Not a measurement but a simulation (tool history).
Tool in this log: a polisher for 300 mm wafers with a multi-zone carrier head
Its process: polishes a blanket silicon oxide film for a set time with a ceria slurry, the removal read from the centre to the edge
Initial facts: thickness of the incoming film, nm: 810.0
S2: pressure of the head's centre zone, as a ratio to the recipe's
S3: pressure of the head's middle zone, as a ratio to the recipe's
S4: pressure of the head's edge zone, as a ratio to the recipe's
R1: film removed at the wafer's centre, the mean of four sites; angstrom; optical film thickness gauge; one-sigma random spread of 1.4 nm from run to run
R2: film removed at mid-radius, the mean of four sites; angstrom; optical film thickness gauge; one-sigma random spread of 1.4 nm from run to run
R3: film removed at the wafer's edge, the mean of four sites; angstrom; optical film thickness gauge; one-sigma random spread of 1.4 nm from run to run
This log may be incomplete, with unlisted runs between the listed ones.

Run 1, hour 0.0: flow of slurry (ml/min) 190, S2 1.00, S3 1.00, S4 1.00, polishing time (s) 39. Result: R1 2815.0 angstrom, R2 2715.5 angstrom, R3 2779.3 angstrom.
Run 2, hour 2.1: flow of slurry (ml/min) 190, S2 1.00, S3 1.00, S4 1.00, polishing time (s) 32. Result: R1 2289.8 angstrom, R2 2235.1 angstrom, R3 2277.8 angstrom.
Run 3, hour 7.6: flow of slurry (ml/min) 190, S2 1.00, S3 1.00, S4 0.94, polishing time (s) 32. Result: R1 2331.8 angstrom, R2 2229.1 angstrom, R3 2211.1 angstrom.
Run 4, hour 16.5: flow of slurry (ml/min) 180, S2 0.99, S3 0.99, S4 0.91, polishing time (s) 29. Result: R1 2023.8 angstrom, R2 2029.2 angstrom, R3 1978.6 angstrom.
Run 5, hour 21.5: flow of slurry (ml/min) 180, S2 1.00, S3 0.98, S4 0.89, polishing time (s) 26. Result: R1 1859.2 angstrom, R2 1776.9 angstrom, R3 1755.5 angstrom.
Run 6, hour 22.7: flow of slurry (ml/min) 135, S2 1.00, S3 0.98, S4 0.89, polishing time (s) 26. Result: R1 1756.7 angstrom, R2 1672.2 angstrom, R3 1699.1 angstrom.
Run 7, hour 31.2: flow of slurry (ml/min) 140, S2 1.00, S3 0.98, S4 0.87, polishing time (s) 24. Result: R1 1605.0 angstrom, R2 1606.4 angstrom, R3 1508.0 angstrom.

What does the tool deliver on the next run?
Run 8, hour 38.0: flow of slurry (ml/min) 130, S2 1.01, S3 0.88, S4 0.82, polishing time (s) 23. Result: R1 ?, R2 ?, R3 ?.

{"run 8": {"R1": 1527.3, "R2": 1341.9, "R3": 1414.0}}

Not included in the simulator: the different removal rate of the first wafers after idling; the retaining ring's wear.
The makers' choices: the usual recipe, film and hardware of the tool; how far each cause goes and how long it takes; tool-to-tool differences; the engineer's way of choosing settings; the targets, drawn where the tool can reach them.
